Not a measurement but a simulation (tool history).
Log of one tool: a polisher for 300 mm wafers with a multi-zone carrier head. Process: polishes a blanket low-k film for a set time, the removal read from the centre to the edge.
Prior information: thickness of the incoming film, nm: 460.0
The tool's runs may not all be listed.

| run | hour | flow of slurry (ml/min) | pressure of the head's centre zone | pressure of the head's middle zone | pressure of the head's edge zone | abrasive content of the slurry | polishing time (s) | film removed at the wafer's centre (Å) | film removed at mid-radius (Å) | film removed at the wafer's edge (Å) |
|---|---|---|---|---|---|---|---|---|---|---|
| 1 | 0 | 275 | 1 | 1 | 1 | 1 | 74 | 233.96 | 237.95 | 242.49 |
| 2 | 7.4 | 275 | 1 | 1.07 | 1 | 1 | 74 | 234.51 | 254.07 | 237.24 |
| 3 | 9.4 | 275 | 0.96 | 1.07 | 1 | 1 | 74 | 226.65 | 254.93 | 239.46 |
| 4 | 14.6 | 325 | 0.96 | 1.07 | 1 | 1 | 74 | 229.79 | 258.68 | 242.27 |
| 5 | 18.5 | 315 | 0.95 | 1.02 | 0.97 | 0.9 | 71 | 201.41 | 221.28 | 215.48 |
| 6 | 27.1 | 315 | 0.95 | 1.02 | 0.97 | 0.7 | 71 | 173.47 | 183.96 | 175.69 |
| 7 | 30.8 | 300 | 0.93 | 0.98 | 0.94 | 0.7 | 71 | 163.93 | 176.4 | 173.28 |
| 8 | 38.4 | 285 | 0.93 | 0.95 | 0.92 | 0.7 | 71 | 167 | 169.68 | 172.17 |
| 9 | 44.2 | 275 | 0.91 | 0.93 | 0.9 | 0.7 | 71 | 159.12 | 165.57 | 171.48 |
| 10 | 49.7 | 240 | 0.91 | 0.84 | 0.82 | 0.55 | 71 | 123.76 | 120.35 | 126.17 |

Run 11 has not been measured yet. What should we expect?
| 11 | 58.6 | 275 | 0.9 | 0.85 | 0.85 | 0.55 | 71 | ? | ? | ? |

Run 11 produced film removed at the wafer's centre (Å) 123.84, film removed at mid-radius (Å) 122.84, film removed at the wafer's edge (Å) 131.09.
